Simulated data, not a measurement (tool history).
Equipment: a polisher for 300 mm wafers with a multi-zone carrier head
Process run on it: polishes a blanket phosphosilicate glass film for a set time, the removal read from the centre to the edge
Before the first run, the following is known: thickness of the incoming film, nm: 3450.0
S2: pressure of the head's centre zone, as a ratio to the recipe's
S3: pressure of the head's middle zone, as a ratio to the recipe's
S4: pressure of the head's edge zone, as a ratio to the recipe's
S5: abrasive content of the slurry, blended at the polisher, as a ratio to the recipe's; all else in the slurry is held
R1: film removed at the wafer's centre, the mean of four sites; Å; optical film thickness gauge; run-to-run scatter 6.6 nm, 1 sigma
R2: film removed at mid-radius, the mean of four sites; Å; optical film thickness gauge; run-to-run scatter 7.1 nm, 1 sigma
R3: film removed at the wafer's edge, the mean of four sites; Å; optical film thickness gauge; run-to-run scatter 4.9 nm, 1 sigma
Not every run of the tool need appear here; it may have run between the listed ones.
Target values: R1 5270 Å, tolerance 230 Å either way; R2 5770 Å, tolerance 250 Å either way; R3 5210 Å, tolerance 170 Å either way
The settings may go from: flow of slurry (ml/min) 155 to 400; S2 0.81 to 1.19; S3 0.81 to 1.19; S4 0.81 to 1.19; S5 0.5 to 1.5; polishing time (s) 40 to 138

run 1 hour=0 | flow_of_slurry_(ml/min)=255 S2=1 S3=1 S4=1 S5=1 polishing_time_(s)=88 | R1=4526.3 R2=4322.4 R3=4402
run 2 hour=0.8 | flow_of_slurry_(ml/min)=255 S2=0.95 S3=1 S4=1 S5=1 polishing_time_(s)=88 | R1=4122.4 R2=4281.5 R3=4357
run 3 hour=3.4 | flow_of_slurry_(ml/min)=255 S2=0.95 S3=1 S4=0.93 S5=1 polishing_time_(s)=88 | R1=4219.7 R2=4337.4 R3=4311.8
run 4 hour=6.2 | flow_of_slurry_(ml/min)=255 S2=1.03 S3=1 S4=0.93 S5=1 polishing_time_(s)=88 | R1=4599.6 R2=4414.5 R3=4275
run 5 hour=12.9 | flow_of_slurry_(ml/min)=255 S2=1.03 S3=1 S4=0.93 S5=1 polishing_time_(s)=71 | R1=3660.7 R2=3490.5 R3=3495.2
run 6 hour=20.8 | flow_of_slurry_(ml/min)=260 S2=1.03 S3=1.02 S4=0.94 S5=1.1 polishing_time_(s)=73 | R1=3904.7 R2=3836.9 R3=3750.9
run 7 hour=24.5 | flow_of_slurry_(ml/min)=265 S2=1.03 S3=1.04 S4=0.95 S5=1.15 polishing_time_(s)=75 | R1=4210.1 R2=4124.6 R3=3919.7
run 8 hour=31.5 | flow_of_slurry_(ml/min)=250 S2=0.93 S3=1.13 S4=1.05 S5=1.4 polishing_time_(s)=85 | R1=4453.7 R2=5302.9 R3=4995.5
run 9 hour=34.4 | flow_of_slurry_(ml/min)=255 S2=0.95 S3=1.14 S4=1.05 S5=1.4 polishing_time_(s)=85 | R1=4689.4 R2=5356.2 R3=4996.4
run 10 hour=38.1 | flow_of_slurry_(ml/min)=260 S2=0.96 S3=1.15 S4=1.05 S5=1.4 polishing_time_(s)=85 | R1=4690.1 R2=5393.2 R3=5029
run 11 hour=39.9 | flow_of_slurry_(ml/min)=265 S2=0.97 S3=1.16 S4=1.05 S5=1.4 polishing_time_(s)=85 | R1=4836.3 R2=5421.7 R3=5012.2

5 next moves are on the table. One of them brings every result within its allowed miss. Which?
run A hour=41.7 | flow_of_slurry_(ml/min)=240 S2=0.98 S3=1.13 S4=0.93 S5=1.25 polishing_time_(s)=99 | R1=? R2=? R3=?
run B hour=41.7 | flow_of_slurry_(ml/min)=245 S2=1.11 S3=1.12 S4=0.91 S5=1.3 polishing_time_(s)=86 | R1=? R2=? R3=?
run C hour=41.7 | flow_of_slurry_(ml/min)=295 S2=0.96 S3=1.11 S4=1.14 S5=1.4 polishing_time_(s)=79 | R1=? R2=? R3=?
run D hour=41.7 | flow_of_slurry_(ml/min)=195 S2=1.02 S3=1.11 S4=0.98 S5=1.4 polishing_time_(s)=89 | R1=? R2=? R3=?
run E hour=41.7 | flow_of_slurry_(ml/min)=345 S2=1 S3=1.19 S4=1.01 S5=1.5 polishing_time_(s)=81 | R1=? R2=? R3=?

move=A R1=5266.8 R2=5687.8 R3=5257.6
move=B R1=5281 R2=4995.1 R3=4611.9
move=C R1=4403.3 R2=4783.5 R3=4807
move=D R1=5002.9 R2=5140 R3=4935.6
move=E R1=4900.7 R2=5354.3 R3=4872.8
A: all results land within tolerance of their targets
B: puts the biggest miss on target and leaves a different result outside tolerance
C: the biggest miss grows against the last run
D: the biggest miss grows against the last run
E: the biggest miss grows against the last run
A meets every target.
